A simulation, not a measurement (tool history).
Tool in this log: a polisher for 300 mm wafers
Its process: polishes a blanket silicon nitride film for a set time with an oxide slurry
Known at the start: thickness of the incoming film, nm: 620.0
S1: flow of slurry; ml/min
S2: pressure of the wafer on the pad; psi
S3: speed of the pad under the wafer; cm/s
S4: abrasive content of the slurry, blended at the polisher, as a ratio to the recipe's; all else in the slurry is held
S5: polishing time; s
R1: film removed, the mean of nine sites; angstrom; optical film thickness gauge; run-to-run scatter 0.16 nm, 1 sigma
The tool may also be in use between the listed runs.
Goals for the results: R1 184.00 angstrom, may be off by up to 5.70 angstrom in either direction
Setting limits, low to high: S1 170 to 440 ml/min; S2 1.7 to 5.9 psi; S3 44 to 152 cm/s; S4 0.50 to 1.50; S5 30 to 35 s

Run 1, hour 0.0: S1 280 ml/min, S2 3.8 psi, S3 98 cm/s, S4 1.00, S5 35 s. Result: R1 215.75 angstrom.
Run 2, hour 5.6: S1 280 ml/min, S2 3.7 psi, S3 98 cm/s, S4 1.00, S5 35 s. Result: R1 202.30 angstrom.
Run 3, hour 13.3: S1 280 ml/min, S2 3.7 psi, S3 98 cm/s, S4 1.00, S5 30 s. Result: R1 176.91 angstrom.
Run 4, hour 19.8: S1 280 ml/min, S2 3.4 psi, S3 98 cm/s, S4 1.00, S5 30 s. Result: R1 164.73 angstrom.
Run 5, hour 23.7: S1 280 ml/min, S2 3.5 psi, S3 98 cm/s, S4 1.00, S5 30 s. Result: R1 168.90 angstrom.
Run 6, hour 25.3: S1 280 ml/min, S2 3.6 psi, S3 98 cm/s, S4 1.00, S5 30 s. Result: R1 173.06 angstrom.
Run 7, hour 34.2: S1 285 ml/min, S2 3.7 psi, S3 98 cm/s, S4 1.00, S5 30 s. Result: R1 174.70 angstrom.
Run 8, hour 35.2: S1 280 ml/min, S2 3.7 psi, S3 98 cm/s, S4 1.00, S5 30 s. Result: R1 173.94 angstrom.

Pick the move, out of 5, that brings all results within their allowed miss; only one does.
Run A, hour 36.2: S1 315 ml/min, S2 3.6 psi, S3 90 cm/s, S4 1.00, S5 32 s. Result: R1 ?.
Run B, hour 36.2: S1 235 ml/min, S2 3.4 psi, S3 96 cm/s, S4 1.15, S5 30 s. Result: R1 ?.
Run C, hour 36.2: S1 285 ml/min, S2 4.0 psi, S3 86 cm/s, S4 1.05, S5 31 s. Result: R1 ?.
Run D, hour 36.2: S1 180 ml/min, S2 3.5 psi, S3 114 cm/s, S4 0.65, S5 34 s. Result: R1 ?.
Run E, hour 36.2: S1 260 ml/min, S2 3.8 psi, S3 84 cm/s, S4 0.85, S5 34 s. Result: R1 ?.

move      R1
   A  175.75
   B  166.48
   C  183.78
   D  170.99
   E  172.55
A: gains on the last run, yet a result remains outside its allowed miss
B: lands further from the targets than the last run did
C: all results land within tolerance of their targets
D: lands further from the targets than the last run did
E: lands further from the targets than the last run did
The right move is C.
